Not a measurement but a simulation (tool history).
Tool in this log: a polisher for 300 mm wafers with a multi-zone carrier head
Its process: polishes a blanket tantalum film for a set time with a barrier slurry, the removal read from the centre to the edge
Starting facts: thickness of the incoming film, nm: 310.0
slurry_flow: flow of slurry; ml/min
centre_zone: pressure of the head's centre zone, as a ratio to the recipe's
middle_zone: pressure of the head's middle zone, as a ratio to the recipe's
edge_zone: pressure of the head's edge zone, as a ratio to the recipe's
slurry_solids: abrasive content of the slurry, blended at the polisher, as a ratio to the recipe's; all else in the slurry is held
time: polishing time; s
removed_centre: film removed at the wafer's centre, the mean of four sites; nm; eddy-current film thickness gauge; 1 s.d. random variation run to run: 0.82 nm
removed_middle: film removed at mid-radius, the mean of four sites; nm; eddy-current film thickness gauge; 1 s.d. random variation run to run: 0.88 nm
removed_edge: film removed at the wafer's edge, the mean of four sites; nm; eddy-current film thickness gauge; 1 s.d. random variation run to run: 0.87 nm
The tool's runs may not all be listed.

{"run": 1, "hour": 0.0, "slurry_flow": 190, "centre_zone": 1.0, "middle_zone": 1.0, "edge_zone": 1.0, "slurry_solids": 1.0, "time": 61, "removed_centre": 115.78, "removed_middle": 111.68, "removed_edge": 116.76}
{"run": 2, "hour": 1.3, "slurry_flow": 185, "centre_zone": 0.97, "middle_zone": 0.98, "edge_zone": 0.99, "slurry_solids": 0.9, "time": 56, "removed_centre": 99.867, "removed_middle": 98.796, "removed_edge": 100.95}
{"run": 3, "hour": 7.2, "slurry_flow": 185, "centre_zone": 1.02, "middle_zone": 0.98, "edge_zone": 0.99, "slurry_solids": 0.9, "time": 56, "removed_centre": 107.41, "removed_middle": 96.736, "removed_edge": 100.39}
{"run": 4, "hour": 14.0, "slurry_flow": 185, "centre_zone": 1.02, "middle_zone": 1.04, "edge_zone": 0.99, "slurry_solids": 0.9, "time": 56, "removed_centre": 105.24, "removed_middle": 100.83, "removed_edge": 102.4}
{"run": 5, "hour": 19.4, "slurry_flow": 175, "centre_zone": 0.99, "middle_zone": 1.01, "edge_zone": 1.03, "slurry_solids": 0.8, "time": 52, "removed_centre": 89.111, "removed_middle": 85.43, "removed_edge": 89.705}
{"run": 6, "hour": 26.0, "slurry_flow": 175, "centre_zone": 0.99, "middle_zone": 1.01, "edge_zone": 1.03, "slurry_solids": 0.9, "time": 52, "removed_centre": 90.97, "removed_middle": 92.573, "removed_edge": 95.768}
{"run": 7, "hour": 33.7, "slurry_flow": 170, "centre_zone": 0.97, "middle_zone": 0.99, "edge_zone": 1.05, "slurry_solids": 0.8, "time": 50, "removed_centre": 82.507, "removed_middle": 80.966, "removed_edge": 87.146}
{"run": 8, "hour": 34.9, "slurry_flow": 165, "centre_zone": 0.95, "middle_zone": 0.98, "edge_zone": 1.06, "slurry_solids": 0.75, "time": 49, "removed_centre": 76.2, "removed_middle": 74.76, "removed_edge": 81.078}
{"run": 9, "hour": 41.0, "slurry_flow": 160, "centre_zone": 0.93, "middle_zone": 0.97, "edge_zone": 1.06, "slurry_solids": 0.7, "time": 49, "removed_centre": 70.66, "removed_middle": 72.664, "removed_edge": 77.95}

The next listed run, before its measurement:
{"run": 10, "hour": 42.8, "slurry_flow": 155, "centre_zone": 0.92, "middle_zone": 0.95, "edge_zone": 1.06, "slurry_solids": 0.65, "time": 49, "removed_centre": "?", "removed_middle": "?", "removed_edge": "?"}

{"run 10": {"removed_centre": 66.381, "removed_middle": 68.008, "removed_edge": 74.201}}

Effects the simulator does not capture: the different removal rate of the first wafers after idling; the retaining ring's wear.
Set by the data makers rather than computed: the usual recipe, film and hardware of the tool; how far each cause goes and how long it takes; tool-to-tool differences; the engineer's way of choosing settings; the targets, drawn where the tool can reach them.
